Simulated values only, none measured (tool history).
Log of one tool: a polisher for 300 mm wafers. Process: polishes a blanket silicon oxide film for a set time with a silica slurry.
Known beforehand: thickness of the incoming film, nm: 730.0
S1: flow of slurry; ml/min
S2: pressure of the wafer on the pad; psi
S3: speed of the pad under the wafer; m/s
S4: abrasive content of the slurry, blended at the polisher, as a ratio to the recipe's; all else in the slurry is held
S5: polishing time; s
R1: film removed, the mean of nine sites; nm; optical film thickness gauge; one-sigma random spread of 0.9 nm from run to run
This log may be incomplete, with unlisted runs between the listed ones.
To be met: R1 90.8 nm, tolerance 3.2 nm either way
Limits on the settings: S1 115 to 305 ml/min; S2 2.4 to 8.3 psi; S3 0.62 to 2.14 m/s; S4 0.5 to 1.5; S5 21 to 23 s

run,day,S1,S2,S3,S4,S5,R1
1,0,195,5.3,1.38,1,23,76.694
2,0.258,150,5.3,1.38,1,23,72.229
3,0.425,115,5.3,1.38,1,23,68.392
4,0.475,130,5.4,1.38,1,23,72.349
5,0.525,115,5.4,1.38,1,23,69.102
6,0.862,115,5.4,1.38,1,21,62.868
7,0.992,130,5.5,1.38,1,21,65.658
8,1.046,145,5.6,1.38,1,21,68.62
9,1.333,155,5.7,1.38,1,21,69.732
10,1.704,165,5.9,1.38,1,21,71.881
11,1.942,165,7.4,1.4,1,21,84.999
12,2.179,170,7.4,1.4,1,21,86.661

Which single option among these 5 for the next run brings every result within its allowed miss of target? Just one does.
A,2.417,115,7.4,1.08,1.25,23,?
B,2.417,185,7.9,1.32,1.05,21,?
C,2.417,125,7.6,1.26,0.9,22,?
D,2.417,140,6.8,1.42,0.95,21,?
E,2.417,190,7.4,1.34,0.95,21,?

move,R1
A,80.892
B,90.43
C,77.472
D,76.435
E,83.493
A: misses by more than the last run did
B: each result inside its tolerance
C: misses by more than the last run did
D: misses by more than the last run did
E: misses by more than the last run did
B meets every target.

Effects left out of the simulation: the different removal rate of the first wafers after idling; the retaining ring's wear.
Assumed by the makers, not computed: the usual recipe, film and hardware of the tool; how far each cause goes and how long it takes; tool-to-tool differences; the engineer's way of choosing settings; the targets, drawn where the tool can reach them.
